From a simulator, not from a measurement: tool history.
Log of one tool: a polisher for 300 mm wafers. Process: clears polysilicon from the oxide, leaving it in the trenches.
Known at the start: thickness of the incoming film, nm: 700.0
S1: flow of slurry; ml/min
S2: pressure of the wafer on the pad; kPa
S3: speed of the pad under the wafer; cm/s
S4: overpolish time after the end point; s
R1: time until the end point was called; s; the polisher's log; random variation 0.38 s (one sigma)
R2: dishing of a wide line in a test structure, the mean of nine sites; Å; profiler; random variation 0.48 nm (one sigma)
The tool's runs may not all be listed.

run,hour,S1,S2,S3,S4,R1,R2
1,0.0,270,16.5,126,13,41.066,467.10
2,1.8,270,16.5,144,13,36.902,475.54
3,3.8,270,13.8,144,13,41.814,467.27
4,12.6,270,15.2,146,12,38.756,459.81
5,19.9,270,15.9,148,12,36.923,475.97
6,27.2,305,15.9,148,12,36.577,473.35

Run 7 comes next. What will it give?
7,28.4,305,16.5,150,11,?,?

Run 7 gave R1 33.271 s, R2 464.84 Å.
